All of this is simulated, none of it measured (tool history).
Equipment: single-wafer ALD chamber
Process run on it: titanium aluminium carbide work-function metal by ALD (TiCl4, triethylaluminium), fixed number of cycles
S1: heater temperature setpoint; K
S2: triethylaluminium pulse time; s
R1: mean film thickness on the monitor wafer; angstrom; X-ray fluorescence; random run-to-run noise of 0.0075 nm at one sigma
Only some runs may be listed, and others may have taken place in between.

{"run": 1, "hour": 0.0, "S1": 588.15, "S2": 9.64, "R1": 22.32}
{"run": 2, "hour": 0.8, "S1": 588.15, "S2": 11.18, "R1": 22.578}
{"run": 3, "hour": 9.0, "S1": 590.15, "S2": 11.43, "R1": 22.757}
{"run": 4, "hour": 15.4, "S1": 581.15, "S2": 11.43, "R1": 21.702}
{"run": 5, "hour": 22.2, "S1": 585.15, "S2": 11.7, "R1": 22.245}
{"run": 6, "hour": 27.5, "S1": 590.15, "S2": 11.7, "R1": 22.832}

Run 7 comes next. What will it give?
{"hour": 34.0, "done": "thermocouple changed; heater temperature recalibrated"}
{"run": 7, "hour": 34.0, "S1": 592.15, "S2": 11.83, "R1": "?"}

Run 7 yielded R1 22.544 angstrom.
